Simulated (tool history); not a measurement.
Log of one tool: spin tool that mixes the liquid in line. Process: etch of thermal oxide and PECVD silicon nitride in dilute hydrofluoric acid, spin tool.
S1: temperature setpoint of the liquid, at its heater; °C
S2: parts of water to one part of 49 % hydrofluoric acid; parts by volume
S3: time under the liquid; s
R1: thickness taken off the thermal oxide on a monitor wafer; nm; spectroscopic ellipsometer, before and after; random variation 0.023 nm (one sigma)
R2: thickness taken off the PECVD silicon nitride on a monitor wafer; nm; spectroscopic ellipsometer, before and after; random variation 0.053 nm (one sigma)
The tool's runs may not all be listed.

run 1 hour=0 | S1=25 S2=95 S3=180 | R1=8.7706 R2=7.7229
run 2 hour=0.9 | S1=26.5 S2=95 S3=180 | R1=9.2617 R2=8.6449
run 3 hour=8.9 | S1=26.5 S2=85 S3=180 | R1=10.515 R2=9.4764
run 4 hour=16 | S1=26.5 S2=60 S3=180 | R1=15.388 R2=13.159
run 5 hour=19.3 | S1=26.5 S2=60 S3=130 | R1=11.145 R2=9.7244
run 6 hour=26.6 | S1=27 S2=75 S3=135 | R1=9.2315 R2=8.4154
run 7 hour=33.5 | S1=27.5 S2=85 S3=135 | R1=8.1845 R2=7.7645

The next listed run, before its measurement:
run 8 hour=39.3 | S1=28 S2=95 S3=135 | R1=? R2=?

{"run 8": {"R1": 7.3629, "R2": 7.0688}}
